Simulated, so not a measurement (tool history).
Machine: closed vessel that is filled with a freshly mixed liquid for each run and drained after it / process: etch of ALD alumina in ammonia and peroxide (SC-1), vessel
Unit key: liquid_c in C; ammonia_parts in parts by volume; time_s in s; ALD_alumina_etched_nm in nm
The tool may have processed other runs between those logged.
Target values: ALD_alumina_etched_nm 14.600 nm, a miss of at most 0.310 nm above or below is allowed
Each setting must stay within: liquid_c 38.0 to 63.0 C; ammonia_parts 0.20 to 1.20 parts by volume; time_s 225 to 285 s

| run | hour | liquid_c | ammonia_parts | time_s | ALD_alumina_etched_nm |
|---|---|---|---|---|---|
| 1 | 0.0 | 47.0 | 0.80 | 285 | 19.500 |
| 2 | 2.7 | 47.0 | 1.05 | 285 | 20.056 |
| 3 | 7.9 | 47.0 | 1.05 | 285 | 20.136 |
| 4 | 15.3 | 46.0 | 1.05 | 285 | 18.984 |
| 5 | 18.3 | 46.0 | 1.20 | 285 | 19.074 |
| 6 | 22.4 | 46.0 | 1.20 | 285 | 19.230 |
| 7 | 31.4 | 45.0 | 1.20 | 285 | 18.102 |
| 8 | 35.6 | 44.5 | 1.20 | 285 | 17.508 |
| 9 | 43.7 | 44.5 | 1.20 | 285 | 17.553 |
| 10 | 53.1 | 44.0 | 1.20 | 285 | 17.194 |
|  | 55.1 | new drum of ammonia solution connected |
| 11 | 55.1 | 43.5 | 1.20 | 285 | 16.834 |
| 12 | 59.2 | 43.0 | 1.20 | 285 | 16.384 |
| 13 | 61.8 | 42.5 | 1.20 | 285 | 15.962 |
| 14 | 64.3 | 42.0 | 1.20 | 285 | 15.408 |
| 15 | 71.7 | 41.5 | 1.20 | 285 | 15.057 |

Next run, 4 choices. One meets every target within its allowed miss, the rest don't. Which?
| A | 79.1 | 46.5 | 1.05 | 225 | ? |
| B | 79.1 | 42.0 | 1.15 | 285 | ? |
| C | 79.1 | 41.5 | 0.95 | 285 | ? |
| D | 79.1 | 43.5 | 1.20 | 260 | ? |

| move | ALD_alumina_etched_nm |
|---|---|
| A | 15.614 |
| B | 15.421 |
| C | 14.706 |
| D | 15.406 |
A: the biggest miss grows against the last run
B: the biggest miss grows against the last run
C: each result inside its tolerance
D: the biggest miss grows against the last run
The right move is C.

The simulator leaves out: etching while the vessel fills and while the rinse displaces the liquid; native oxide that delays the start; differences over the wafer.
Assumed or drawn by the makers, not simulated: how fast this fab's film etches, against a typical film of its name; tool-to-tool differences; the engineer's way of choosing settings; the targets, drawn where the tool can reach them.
